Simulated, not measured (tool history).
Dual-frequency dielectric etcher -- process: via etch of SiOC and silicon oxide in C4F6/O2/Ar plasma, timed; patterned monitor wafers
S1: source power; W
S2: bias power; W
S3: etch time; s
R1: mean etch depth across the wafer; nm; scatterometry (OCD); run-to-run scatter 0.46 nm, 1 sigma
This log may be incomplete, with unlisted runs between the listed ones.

run	hour	S1	S2	S3	R1
1	0.0	350	174	117.5	116.060
2	5.1	330	170	117.5	112.520
3	12.6	280	170	117.5	106.650
4	20.7	280	170	117.5	106.440
5	26.1	280	140	117.5	101.580
6	31.5	270	139	117.5	101.590
7	34.9	260	138	117.5	99.308

Run 8 is up next; what results do you expect?
8	40.1	260	137	117.5	?

Run 8 gave R1 99.681 nm.
